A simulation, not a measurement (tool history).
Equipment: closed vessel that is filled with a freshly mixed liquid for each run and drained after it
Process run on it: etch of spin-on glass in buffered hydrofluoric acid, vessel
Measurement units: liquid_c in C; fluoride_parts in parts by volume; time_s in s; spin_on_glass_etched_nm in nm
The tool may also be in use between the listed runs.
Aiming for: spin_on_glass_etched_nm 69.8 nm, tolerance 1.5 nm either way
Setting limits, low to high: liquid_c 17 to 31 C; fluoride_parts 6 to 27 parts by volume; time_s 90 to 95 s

run  hour  liquid_c  fluoride_parts  time_s  spin_on_glass_etched_nm
  1     0        23            16.5      90                    112.2
  2     3        22              17      90                   102.35
  3  11.2      21.5              17      90                   99.895
  4  11.7      21.5              21      90                   81.976
  5  13.7      21.5            17.5      90                   97.698
  6  21.2      21.5            20.5      90                   83.691
  7  25.5        21            20.5      90                   82.499
  8    31      20.5            20.5      90                   79.363
  9    33        20            20.5      90                   77.326
 10  39.5      19.5            20.5      90                   74.405

Below are 5 possible settings for the next run. Only one of them brings all results inside the allowed miss of their targets. Which is it?
  A    46        21              22      90                        ?
  B    46      18.5            18.5      90                        ?
  C    46      18.5              18      90                        ?
  D    46      21.5              21      90                        ?
  E    46        19            23.5      95                        ?

move  spin_on_glass_etched_nm
   A                   78.403
   B                   78.572
   C                   80.727
   D                   83.247
   E                   70.665
A: its largest miss is bigger than the last run's
B: its largest miss is bigger than the last run's
C: its largest miss is bigger than the last run's
D: its largest miss is bigger than the last run's
E: each result inside its tolerance
Go with E: it meets all targets.
